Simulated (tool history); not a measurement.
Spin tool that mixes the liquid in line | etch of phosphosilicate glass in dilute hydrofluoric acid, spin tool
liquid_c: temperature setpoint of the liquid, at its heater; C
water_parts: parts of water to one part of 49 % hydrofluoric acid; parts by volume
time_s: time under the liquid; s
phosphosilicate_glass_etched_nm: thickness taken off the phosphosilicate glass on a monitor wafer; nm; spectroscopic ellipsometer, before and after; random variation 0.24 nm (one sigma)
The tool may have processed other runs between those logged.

| run | hour | liquid_c | water_parts | time_s | phosphosilicate_glass_etched_nm |
|---|---|---|---|---|---|
| 1 | 0 | 22 | 170 | 15 | 17.927 |
| 2 | 5.9 | 23 | 165 | 15 | 19.166 |
| 3 | 14.6 | 23.5 | 160 | 15 | 20.282 |
| 4 | 21.5 | 24 | 155 | 15 | 21.478 |
| 5 | 26.9 | 21 | 155 | 15 | 19.104 |
| 6 | 33.7 | 22 | 150 | 15 | 20.887 |

Expected results for the next run?
| 7 | 37.1 | 23 | 145 | 15 | ? |

{"run 7": {"phosphosilicate_glass_etched_nm": 22.183}}
